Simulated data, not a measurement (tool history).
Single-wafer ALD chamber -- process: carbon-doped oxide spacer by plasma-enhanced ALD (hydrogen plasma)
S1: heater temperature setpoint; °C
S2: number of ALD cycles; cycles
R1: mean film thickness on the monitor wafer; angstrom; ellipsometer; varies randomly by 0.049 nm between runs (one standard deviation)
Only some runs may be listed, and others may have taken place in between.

run 1 day=0 | S1=410 S2=316 | R1=149.48
run 2 day=0.133 | S1=414 S2=316 | R1=146.33
run 3 day=0.462 | S1=418 S2=296 | R1=135.3
run 4 day=0.658 | S1=418 S2=255 | R1=117.61
run 5 day=0.888 | S1=420 S2=250 | R1=114.17
run 6 day=0.95 | S1=420 S2=215 | R1=97.088
run 7 day=1.046 | S1=419 S2=220 | R1=100.34
run 8 day=1.25 | S1=418 S2=223 | R1=101.9

Forecast run 9:
run 9 day=1.488 | S1=417 S2=226 | R1=?

{"run 9": {"R1": 104.13}}
